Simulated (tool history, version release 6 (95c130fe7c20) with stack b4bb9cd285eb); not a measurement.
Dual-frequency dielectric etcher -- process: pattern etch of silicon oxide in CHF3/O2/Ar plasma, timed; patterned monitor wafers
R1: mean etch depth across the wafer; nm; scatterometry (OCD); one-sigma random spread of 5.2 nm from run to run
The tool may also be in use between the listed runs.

run 1 hour=0.0 | source_power_(kW)=0.790 bias_power_(kW)=0.203 etch_time_(s)=743.0 | R1=1679.1
run 2 hour=1.2 | source_power_(kW)=0.650 bias_power_(kW)=0.203 etch_time_(s)=743.0 | R1=1557.3
run 3 hour=7.7 | source_power_(kW)=0.630 bias_power_(kW)=0.202 etch_time_(s)=743.0 | R1=1549.4
run 4 hour=14.3 | source_power_(kW)=0.630 bias_power_(kW)=0.221 etch_time_(s)=743.0 | R1=1605.2
run 5 hour=18.6 | source_power_(kW)=0.610 bias_power_(kW)=0.217 etch_time_(s)=743.0 | R1=1570.3
run 6 hour=27.1 | source_power_(kW)=0.610 bias_power_(kW)=0.195 etch_time_(s)=743.0 | R1=1499.6
run 7 hour=33.0 | source_power_(kW)=0.600 bias_power_(kW)=0.194 etch_time_(s)=743.0 | R1=1491.6

Run 8, settings as shown, results not yet in. Your forecast:
run 8 hour=36.2 | source_power_(kW)=0.500 bias_power_(kW)=0.188 etch_time_(s)=743.0 | R1=?

Run 8 came out at R1 1382.9 nm.
